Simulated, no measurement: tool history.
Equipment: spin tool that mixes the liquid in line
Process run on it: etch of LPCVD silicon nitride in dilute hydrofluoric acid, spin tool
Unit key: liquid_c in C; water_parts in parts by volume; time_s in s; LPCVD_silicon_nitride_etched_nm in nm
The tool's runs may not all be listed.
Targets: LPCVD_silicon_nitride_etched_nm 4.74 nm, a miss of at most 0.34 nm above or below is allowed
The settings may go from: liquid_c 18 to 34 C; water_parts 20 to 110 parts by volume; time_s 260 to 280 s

run,hour,liquid_c,water_parts,time_s,LPCVD_silicon_nitride_etched_nm
1,0,26,60,260,2.387
2,1.9,29,60,260,2.9867
3,6.3,29.5,60,260,3.1127
4,12.3,30,60,260,3.1283
5,15.7,28,60,260,2.8469
6,18.5,29,60,260,3.0187
7,25.6,29.5,60,260,3.0494
8,30.9,30,60,260,3.2594
9,39.8,30.5,60,260,3.3269

5 next moves are on the table. One of them brings every result within its allowed miss. Which?
A,48.7,30,35,280,?
B,48.7,33.5,55,280,?
C,48.7,25.5,40,280,?
D,48.7,33.5,40,260,?
E,48.7,28.5,75,270,?

move,LPCVD_silicon_nitride_etched_nm
A,5.6546
B,4.5228
C,3.6866
D,5.7636
E,2.3301
A: takes the biggest miss from the last run beyond its target
B: every result within its allowed miss
C: gains on the last run, yet a result remains outside its allowed miss
D: takes the biggest miss from the last run beyond its target
E: its largest miss is bigger than the last run's
Go with B: it meets all targets.

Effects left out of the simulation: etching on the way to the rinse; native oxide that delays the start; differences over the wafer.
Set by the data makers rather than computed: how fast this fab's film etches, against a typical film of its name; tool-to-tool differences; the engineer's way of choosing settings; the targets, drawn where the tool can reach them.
